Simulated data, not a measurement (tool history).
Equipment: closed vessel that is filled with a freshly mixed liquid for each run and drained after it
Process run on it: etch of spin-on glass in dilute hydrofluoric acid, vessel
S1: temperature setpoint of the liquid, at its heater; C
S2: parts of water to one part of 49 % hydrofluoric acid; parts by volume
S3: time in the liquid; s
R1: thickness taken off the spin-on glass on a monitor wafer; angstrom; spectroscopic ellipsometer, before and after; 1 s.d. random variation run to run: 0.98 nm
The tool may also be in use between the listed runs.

| run | hour | S1 | S2 | S3 | R1 |
|---|---|---|---|---|---|
| 1 | 0.0 | 20.0 | 220 | 680 | 939.06 |
| 2 | 2.2 | 17.0 | 220 | 680 | 836.16 |
| 3 | 6.7 | 19.5 | 220 | 680 | 922.61 |
| 4 | 13.9 | 19.5 | 220 | 735 | 1001.20 |
| 5 | 17.8 | 21.5 | 220 | 735 | 1073.40 |
| 6 | 22.3 | 21.5 | 270 | 735 | 833.71 |
| 7 | 31.6 | 22.5 | 245 | 735 | 973.86 |
| 8 | 38.9 | 23.0 | 225 | 735 | 1104.50 |

What will run 9 give?
| 9 | 40.7 | 27.0 | 135 | 735 | ? |

{"run 9": {"R1": 2374.3}}
